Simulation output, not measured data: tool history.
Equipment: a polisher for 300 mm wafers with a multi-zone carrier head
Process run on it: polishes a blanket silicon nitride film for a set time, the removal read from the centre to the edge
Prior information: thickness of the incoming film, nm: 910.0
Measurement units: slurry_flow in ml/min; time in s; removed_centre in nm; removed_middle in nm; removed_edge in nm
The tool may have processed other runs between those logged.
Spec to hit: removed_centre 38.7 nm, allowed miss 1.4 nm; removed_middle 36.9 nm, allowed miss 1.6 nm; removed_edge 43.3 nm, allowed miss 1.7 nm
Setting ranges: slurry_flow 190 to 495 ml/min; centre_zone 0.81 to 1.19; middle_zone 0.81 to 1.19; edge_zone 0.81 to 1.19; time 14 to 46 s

run,day,slurry_flow,centre_zone,middle_zone,edge_zone,time,removed_centre,removed_middle,removed_edge
1,0,320,1,1,1,30,57.5,56.889,56.898
2,0.238,270,1,1,1,30,56.368,56.356,56.757
3,0.571,270,0.98,0.97,1,28,52.086,51.26,53.283
4,0.792,270,0.96,0.94,1,27,49.624,48.199,51.489
5,0.983,270,0.94,0.92,1,26,44.927,45.632,49.026
6,1.183,270,0.94,0.9,1,25,44.171,43.16,47.568
7,1.496,270,0.93,0.88,1,25,43.703,42.252,46.945
# day 1.754: slurry nozzle cleaned
8,1.754,270,0.92,0.87,1,25,44.546,42.296,49.271
9,2.008,270,0.91,0.86,0.99,24,42.601,41.83,47.233

Next run, 4 choices. One meets every target within its allowed miss, the rest don't. Which?
A,2.262,290,0.95,0.81,1.07,24,?,?,?
B,2.262,215,0.81,0.84,1.05,28,?,?,?
C,2.262,315,0.99,1.07,0.81,24,?,?,?
D,2.262,260,0.91,0.84,1,22,?,?,?

move,removed_centre,removed_middle,removed_edge
A,44.282,39.207,47.598
B,42.601,45.77,53.822
C,46.603,49.512,42.203
D,38.453,36.64,41.951
A: misses by more than the last run did
B: misses by more than the last run did
C: misses by more than the last run did
D: hits every target within its allowed miss
The right move is D.
